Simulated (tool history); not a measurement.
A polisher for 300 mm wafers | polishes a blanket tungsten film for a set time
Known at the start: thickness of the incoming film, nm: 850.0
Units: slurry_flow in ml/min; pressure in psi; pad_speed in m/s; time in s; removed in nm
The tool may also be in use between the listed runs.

| run | hour | slurry_flow | pressure | pad_speed | slurry_solids | time | removed |
|---|---|---|---|---|---|---|---|
| 1 | 0 | 135 | 4.1 | 1.24 | 1 | 30 | 180.81 |
| 2 | 7.5 | 135 | 4.6 | 1.24 | 1 | 30 | 200.69 |
| 3 | 12.8 | 135 | 4.6 | 1.06 | 1 | 30 | 171.43 |
| 4 | 21.5 | 135 | 4.6 | 1.06 | 1 | 27 | 155.29 |
|  | 29.7 | slurry nozzle cleaned |
| 5 | 29.7 | 130 | 4.5 | 1.06 | 1 | 27 | 163.49 |
| 6 | 36.2 | 140 | 4.4 | 1.06 | 1 | 27 | 164.05 |
| 7 | 45 | 130 | 4.4 | 1.06 | 1 | 27 | 160.69 |
| 8 | 51.9 | 130 | 4.2 | 1.06 | 1 | 27 | 154.75 |
| 9 | 53.5 | 130 | 4 | 1.06 | 1 | 27 | 149.42 |
| 10 | 55.2 | 130 | 3.9 | 1.06 | 1 | 27 | 145.42 |
| 11 | 58.9 | 130 | 3.8 | 1.06 | 1 | 27 | 142.67 |

Run 12 comes next. What will it give?
| 12 | 63.7 | 130 | 3.7 | 1.06 | 1 | 27 | ? |

{"run 12": {"removed": 140.17}}

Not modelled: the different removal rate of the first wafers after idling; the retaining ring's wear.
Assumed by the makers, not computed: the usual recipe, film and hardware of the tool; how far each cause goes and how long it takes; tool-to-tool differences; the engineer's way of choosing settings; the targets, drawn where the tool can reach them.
